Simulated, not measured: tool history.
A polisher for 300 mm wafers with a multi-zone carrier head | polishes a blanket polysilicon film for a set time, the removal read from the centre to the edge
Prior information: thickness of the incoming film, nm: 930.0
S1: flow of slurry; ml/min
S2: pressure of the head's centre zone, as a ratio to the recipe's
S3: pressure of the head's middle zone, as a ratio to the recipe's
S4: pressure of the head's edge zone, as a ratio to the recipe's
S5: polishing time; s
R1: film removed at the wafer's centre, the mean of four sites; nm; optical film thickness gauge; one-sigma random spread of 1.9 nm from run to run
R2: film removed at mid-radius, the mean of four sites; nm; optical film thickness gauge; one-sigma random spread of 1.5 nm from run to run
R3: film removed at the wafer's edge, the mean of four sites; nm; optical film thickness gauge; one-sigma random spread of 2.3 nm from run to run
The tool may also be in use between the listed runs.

{"run": 1, "hour": 0.0, "S1": 270, "S2": 1, "S3": 1, "S4": 1, "S5": 41, "R1": 194.65, "R2": 192.16, "R3": 190.86}
{"run": 2, "hour": 5.8, "S1": 280, "S2": 1, "S3": 1.02, "S4": 1.02, "S5": 41, "R1": 190.01, "R2": 193.33, "R3": 195.57}
{"run": 3, "hour": 7.7, "S1": 285, "S2": 1.01, "S3": 1.04, "S4": 1.02, "S5": 41, "R1": 193.53, "R2": 199.45, "R3": 196.31}
{"run": 4, "hour": 9.3, "S1": 285, "S2": 1.01, "S3": 1.04, "S4": 1.02, "S5": 35, "R1": 167.54, "R2": 171.47, "R3": 170.63}
{"run": 5, "hour": 15.7, "S1": 225, "S2": 1.01, "S3": 1.04, "S4": 1.02, "S5": 35, "R1": 162.02, "R2": 166.16, "R3": 167.94}
{"run": 6, "hour": 17.1, "S1": 170, "S2": 1.01, "S3": 1.04, "S4": 1.02, "S5": 35, "R1": 155.3, "R2": 158.6, "R3": 162.43}
{"run": 7, "hour": 24.8, "S1": 200, "S2": 1.03, "S3": 1.06, "S4": 1.04, "S5": 36, "R1": 167.53, "R2": 170.7, "R3": 170.08}
{"run": 8, "hour": 26.1, "S1": 220, "S2": 1.04, "S3": 1.08, "S4": 1.06, "S5": 37, "R1": 175.15, "R2": 182.73, "R3": 175.17}
{"run": 9, "hour": 28.8, "S1": 235, "S2": 1.04, "S3": 1.08, "S4": 1.08, "S5": 38, "R1": 182.59, "R2": 186.6, "R3": 183.01}
{"run": 10, "hour": 36.4, "S1": 250, "S2": 1.04, "S3": 1.09, "S4": 1.1, "S5": 38, "R1": 186.08, "R2": 189.35, "R3": 185.2}
{"run": 11, "hour": 42.1, "S1": 265, "S2": 1.04, "S3": 1.1, "S4": 1.11, "S5": 39, "R1": 190.8, "R2": 198.44, "R3": 189.17}

The next listed run, before its measurement:
{"run": 12, "hour": 43.9, "S1": 275, "S2": 1.04, "S3": 1.1, "S4": 1.12, "S5": 40, "R1": "?", "R2": "?", "R3": "?"}

{"run 12": {"R1": 196.36, "R2": 203.05, "R3": 200.86}}

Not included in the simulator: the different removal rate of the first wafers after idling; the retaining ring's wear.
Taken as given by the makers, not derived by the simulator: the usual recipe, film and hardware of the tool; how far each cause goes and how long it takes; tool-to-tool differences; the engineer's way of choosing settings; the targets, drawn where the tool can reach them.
